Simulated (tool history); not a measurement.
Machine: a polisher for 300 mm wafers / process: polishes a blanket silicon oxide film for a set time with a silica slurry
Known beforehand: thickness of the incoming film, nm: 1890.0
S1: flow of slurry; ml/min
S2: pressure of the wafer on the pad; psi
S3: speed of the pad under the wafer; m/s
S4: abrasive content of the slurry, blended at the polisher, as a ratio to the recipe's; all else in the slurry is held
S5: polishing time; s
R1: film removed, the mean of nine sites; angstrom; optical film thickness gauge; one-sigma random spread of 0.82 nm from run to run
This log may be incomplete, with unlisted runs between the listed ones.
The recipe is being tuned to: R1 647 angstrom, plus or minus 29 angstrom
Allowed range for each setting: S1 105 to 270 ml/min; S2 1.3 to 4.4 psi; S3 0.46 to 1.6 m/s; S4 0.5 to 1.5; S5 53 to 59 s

Run 1, day 0: S1 175 ml/min, S2 2.8 psi, S3 1.02 m/s, S4 1, S5 59 s. Result: R1 1121.2 angstrom.
Run 2, day 0.358: S1 175 ml/min, S2 2.6 psi, S3 1.02 m/s, S4 1, S5 59 s. Result: R1 1079.8 angstrom.
Run 3, day 0.646: S1 175 ml/min, S2 2.6 psi, S3 1.12 m/s, S4 1, S5 59 s. Result: R1 1137.5 angstrom.
Run 4, day 0.712: S1 175 ml/min, S2 3 psi, S3 1.12 m/s, S4 1, S5 59 s. Result: R1 1316.5 angstrom.
Run 5, day 0.904: S1 175 ml/min, S2 2.7 psi, S3 1.1 m/s, S4 1, S5 59 s. Result: R1 1165.1 angstrom.
Run 6, day 1.133: S1 175 ml/min, S2 2.5 psi, S3 1.08 m/s, S4 1, S5 59 s. Result: R1 1065.2 angstrom.
Run 7, day 1.5: S1 175 ml/min, S2 2.3 psi, S3 1.06 m/s, S4 1, S5 59 s. Result: R1 995.64 angstrom.
Run 8, day 1.562: S1 175 ml/min, S2 2.1 psi, S3 1.04 m/s, S4 1, S5 59 s. Result: R1 888.62 angstrom.
Run 9, day 1.788: S1 170 ml/min, S2 1.3 psi, S3 1.02 m/s, S4 1, S5 59 s. Result: R1 546.94 angstrom.
Run 10, day 1.975: S1 175 ml/min, S2 1.3 psi, S3 1.02 m/s, S4 1, S5 59 s. Result: R1 563.32 angstrom.
At day 2.1: slurry nozzle cleaned.
Run 11, day 2.1: S1 180 ml/min, S2 1.3 psi, S3 1.02 m/s, S4 1, S5 59 s. Result: R1 572.95 angstrom.
Run 12, day 2.125: S1 185 ml/min, S2 1.3 psi, S3 1.02 m/s, S4 1, S5 59 s. Result: R1 580.48 angstrom.
Run 13, day 2.467: S1 190 ml/min, S2 1.3 psi, S3 1.02 m/s, S4 1, S5 59 s. Result: R1 585.46 angstrom.
Run 14, day 2.629: S1 195 ml/min, S2 1.3 psi, S3 1.02 m/s, S4 1, S5 59 s. Result: R1 594.78 angstrom.
Run 15, day 2.825: S1 200 ml/min, S2 1.3 psi, S3 1.02 m/s, S4 1, S5 59 s. Result: R1 584.3 angstrom.

Of the 4 settings listed for the next run, only one would bring every result within its allowed miss of target. Which one?
Run A, day 3.021: S1 210 ml/min, S2 1.6 psi, S3 1.04 m/s, S4 0.85, S5 56 s. Result: R1 ?.
Run B, day 3.021: S1 200 ml/min, S2 1.3 psi, S3 1.04 m/s, S4 1.05, S5 58 s. Result: R1 ?.
Run C, day 3.021: S1 190 ml/min, S2 1.3 psi, S3 1.08 m/s, S4 1, S5 54 s. Result: R1 ?.
Run D, day 3.021: S1 190 ml/min, S2 1.7 psi, S3 0.86 m/s, S4 1.2, S5 59 s. Result: R1 ?.

move      R1
   A  643.83
   B   601.9
   C  558.51
   D  728.12
A: hits every target within its allowed miss
B: closes in on the targets versus the last run, not all within tolerance yet
C: its largest miss is bigger than the last run's
D: takes the biggest miss from the last run beyond its target
Move A is the one to make.
